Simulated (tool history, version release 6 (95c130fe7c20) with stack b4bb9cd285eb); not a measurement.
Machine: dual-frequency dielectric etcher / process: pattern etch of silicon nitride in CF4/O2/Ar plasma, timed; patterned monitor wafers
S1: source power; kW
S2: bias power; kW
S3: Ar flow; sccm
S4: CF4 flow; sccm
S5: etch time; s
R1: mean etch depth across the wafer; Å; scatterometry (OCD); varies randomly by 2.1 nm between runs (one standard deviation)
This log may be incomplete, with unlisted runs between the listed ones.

run    day    S1     S2   S3   S4   S5      R1
  1      0  0.61  0.048  117  113  392  8506.2
  2   0.15  0.54  0.048  117  113  392  7931.7
  3  0.296  0.54  0.048  117  129  392  8110.2
  4  0.612  0.54  0.048  117  129  392  8091.8
  5  0.683  0.54  0.048  128  129  392  8032.4
  6  0.742  0.49  0.046  129  128  392    7541

For run 7, what comes out?
  7  1.096  0.45  0.044  130  126  392   ?

{"run 7": {"R1": 7098.2}}
